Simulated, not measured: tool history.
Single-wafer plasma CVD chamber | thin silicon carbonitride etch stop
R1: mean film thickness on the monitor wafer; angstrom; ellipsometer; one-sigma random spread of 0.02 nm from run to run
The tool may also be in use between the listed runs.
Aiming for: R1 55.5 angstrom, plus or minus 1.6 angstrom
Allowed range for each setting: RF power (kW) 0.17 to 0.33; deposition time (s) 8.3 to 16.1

run 1 hour=0 | RF_power_(kW)=0.25 deposition_time_(s)=12.2 | R1=74.006
run 2 hour=6.9 | RF_power_(kW)=0.25 deposition_time_(s)=11 | R1=66.759
run 3 hour=11.3 | RF_power_(kW)=0.25 deposition_time_(s)=12 | R1=72.54
run 4 hour=13.2 | RF_power_(kW)=0.235 deposition_time_(s)=11.1 | R1=66.576
run 5 hour=20.4 | RF_power_(kW)=0.235 deposition_time_(s)=11.9 | R1=71.464
run 6 hour=27.5 | RF_power_(kW)=0.235 deposition_time_(s)=10.5 | R1=62.645
run 7 hour=28.5 | RF_power_(kW)=0.23 deposition_time_(s)=10.1 | R1=60.541
run 8 hour=35.2 | RF_power_(kW)=0.225 deposition_time_(s)=9.8 | R1=57.988

Exercise: of the 5 proposed moves below, exactly one satisfies all targets within the stated allowed misses. Which move is it?
run A hour=41.9 | RF_power_(kW)=0.205 deposition_time_(s)=9.4 | R1=?
run B hour=41.9 | RF_power_(kW)=0.23 deposition_time_(s)=8.8 | R1=?
run C hour=41.9 | RF_power_(kW)=0.21 deposition_time_(s)=8.9 | R1=?
run D hour=41.9 | RF_power_(kW)=0.255 deposition_time_(s)=9.9 | R1=?
run E hour=41.9 | RF_power_(kW)=0.23 deposition_time_(s)=8.5 | R1=?

move=A R1=54.793
move=B R1=52.307
move=C R1=52.087
move=D R1=59.935
move=E R1=50.524
A: in spec on every target
B: moves the result that the last run missed by most past its target, out the other side
C: moves the result that the last run missed by most past its target, out the other side
D: moves away from the targets compared with the last run
E: moves the result that the last run missed by most past its target, out the other side
Go with A: it meets all targets.
